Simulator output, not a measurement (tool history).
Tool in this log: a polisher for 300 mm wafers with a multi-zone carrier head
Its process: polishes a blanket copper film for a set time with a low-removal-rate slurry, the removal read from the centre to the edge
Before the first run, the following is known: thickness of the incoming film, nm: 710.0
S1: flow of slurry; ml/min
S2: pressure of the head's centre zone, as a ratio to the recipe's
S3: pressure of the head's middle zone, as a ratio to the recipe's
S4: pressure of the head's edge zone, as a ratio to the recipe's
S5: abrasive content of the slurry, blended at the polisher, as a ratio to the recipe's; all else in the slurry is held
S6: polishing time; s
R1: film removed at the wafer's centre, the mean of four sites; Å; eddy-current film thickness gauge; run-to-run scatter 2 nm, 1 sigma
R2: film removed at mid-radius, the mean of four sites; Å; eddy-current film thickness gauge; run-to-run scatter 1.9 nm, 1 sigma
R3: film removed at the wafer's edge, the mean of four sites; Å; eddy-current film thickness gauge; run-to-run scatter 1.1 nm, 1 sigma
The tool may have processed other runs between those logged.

| run | hour | S1 | S2 | S3 | S4 | S5 | S6 | R1 | R2 | R3 |
|---|---|---|---|---|---|---|---|---|---|---|
| 1 | 0 | 130 | 1 | 1 | 1 | 1 | 37 | 1660.6 | 1638.3 | 1673.9 |
| 2 | 8.7 | 130 | 1 | 1 | 1 | 1.1 | 37 | 1703.4 | 1678.1 | 1696 |
| 3 | 13.5 | 130 | 0.97 | 1 | 1 | 1.1 | 37 | 1602.3 | 1694 | 1696.3 |
| 4 | 18.6 | 120 | 0.96 | 1 | 0.96 | 1.05 | 37 | 1570.3 | 1630.8 | 1638.6 |
| 5 | 22.6 | 120 | 0.96 | 1 | 0.93 | 1.05 | 37 | 1564.2 | 1629.2 | 1619.4 |
| 6 | 23.1 | 120 | 0.96 | 1 | 0.93 | 1.05 | 42 | 1761 | 1879 | 1834.4 |

For run 7, what comes out?
| 7 | 29.9 | 115 | 0.95 | 1.01 | 0.9 | 0.9 | 41 | ? | ? | ? |

{"run 7": {"R1": 1619.9, "R2": 1764.1, "R3": 1710}}
